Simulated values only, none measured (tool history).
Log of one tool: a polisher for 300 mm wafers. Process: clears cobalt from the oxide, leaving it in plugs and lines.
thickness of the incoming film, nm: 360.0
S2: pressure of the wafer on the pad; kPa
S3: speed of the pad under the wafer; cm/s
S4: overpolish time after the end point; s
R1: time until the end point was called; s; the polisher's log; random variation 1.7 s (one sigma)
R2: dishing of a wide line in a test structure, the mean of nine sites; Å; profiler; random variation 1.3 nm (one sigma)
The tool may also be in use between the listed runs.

Run 1, day 0.000: flow of slurry (ml/min) 205, S2 14.5 kPa, S3 130 cm/s, S4 24 s. Result: R1 64.464 s, R2 509.36 Å.
Run 2, day 0.092: flow of slurry (ml/min) 205, S2 13.1 kPa, S3 128 cm/s, S4 26 s. Result: R1 73.811 s, R2 512.08 Å.
Run 3, day 0.167: flow of slurry (ml/min) 205, S2 12.4 kPa, S3 128 cm/s, S4 27 s. Result: R1 75.094 s, R2 518.83 Å.
Run 4, day 0.317: flow of slurry (ml/min) 235, S2 12.4 kPa, S3 128 cm/s, S4 27 s. Result: R1 75.691 s, R2 530.95 Å.
Run 5, day 0.475: flow of slurry (ml/min) 235, S2 11.7 kPa, S3 128 cm/s, S4 27 s. Result: R1 80.195 s, R2 510.48 Å.
Run 6, day 0.533: flow of slurry (ml/min) 235, S2 11.0 kPa, S3 128 cm/s, S4 28 s. Result: R1 83.362 s, R2 497.52 Å.
Run 7, day 0.862: flow of slurry (ml/min) 235, S2 10.3 kPa, S3 126 cm/s, S4 30 s. Result: R1 90.398 s, R2 470.93 Å.

Run 8 comes next. What will it give?
Run 8, day 1.058: flow of slurry (ml/min) 245, S2 10.3 kPa, S3 122 cm/s, S4 32 s. Result: R1 ?, R2 ?.

Run 8 gave R1 92.883 s, R2 538.20 Å.

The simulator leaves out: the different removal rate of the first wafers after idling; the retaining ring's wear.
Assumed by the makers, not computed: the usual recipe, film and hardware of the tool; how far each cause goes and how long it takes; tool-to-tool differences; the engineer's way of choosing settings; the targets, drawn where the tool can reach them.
